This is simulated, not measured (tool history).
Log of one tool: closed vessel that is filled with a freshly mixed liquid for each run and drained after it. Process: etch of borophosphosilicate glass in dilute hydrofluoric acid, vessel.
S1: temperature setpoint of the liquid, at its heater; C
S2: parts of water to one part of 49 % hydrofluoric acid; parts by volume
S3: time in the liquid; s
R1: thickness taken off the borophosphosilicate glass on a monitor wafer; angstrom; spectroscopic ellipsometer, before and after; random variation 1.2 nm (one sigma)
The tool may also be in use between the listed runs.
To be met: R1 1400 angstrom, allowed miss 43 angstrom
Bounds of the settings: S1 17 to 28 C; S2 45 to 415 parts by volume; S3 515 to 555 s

{"run": 1, "hour": 0.0, "S1": 20, "S2": 230, "S3": 515, "R1": 688.98}
{"run": 2, "hour": 7.1, "S1": 22.5, "S2": 205, "S3": 515, "R1": 847.19}
{"run": 3, "hour": 12.6, "S1": 24, "S2": 185, "S3": 515, "R1": 1020.1}
{"run": 4, "hour": 16.9, "S1": 25, "S2": 175, "S3": 515, "R1": 1128.5}
{"run": 5, "hour": 17.7, "S1": 26, "S2": 170, "S3": 515, "R1": 1209}
{"run": 6, "hour": 26.3, "S1": 26, "S2": 215, "S3": 515, "R1": 919.1}
{"run": 7, "hour": 32.1, "S1": 26.5, "S2": 195, "S3": 515, "R1": 1050.5}
{"run": 8, "hour": 32.7, "S1": 27, "S2": 180, "S3": 515, "R1": 1189.8}
{"run": 9, "hour": 41.1, "S1": 27.5, "S2": 175, "S3": 515, "R1": 1235.3}
{"run": 10, "hour": 43.1, "S1": 27.5, "S2": 170, "S3": 515, "R1": 1303.5}
{"run": 11, "hour": 44.1, "S1": 27.5, "S2": 165, "S3": 515, "R1": 1337.5}

Which of these 4 next moves meets every target?
{"run": "A", "hour": 45.1, "S1": 28, "S2": 160, "S3": 515, "R1": "?"}
{"run": "B", "hour": 45.1, "S1": 28, "S2": 190, "S3": 555, "R1": "?"}
{"run": "C", "hour": 45.1, "S1": 27, "S2": 165, "S3": 515, "R1": "?"}
{"run": "D", "hour": 45.1, "S1": 28, "S2": 180, "S3": 535, "R1": "?"}

move=A R1=1397.8
move=B R1=1223.2
move=C R1=1298.9
move=D R1=1259.6
A: meets every target
B: further off than the last run
C: further off than the last run
D: further off than the last run
Answer: A
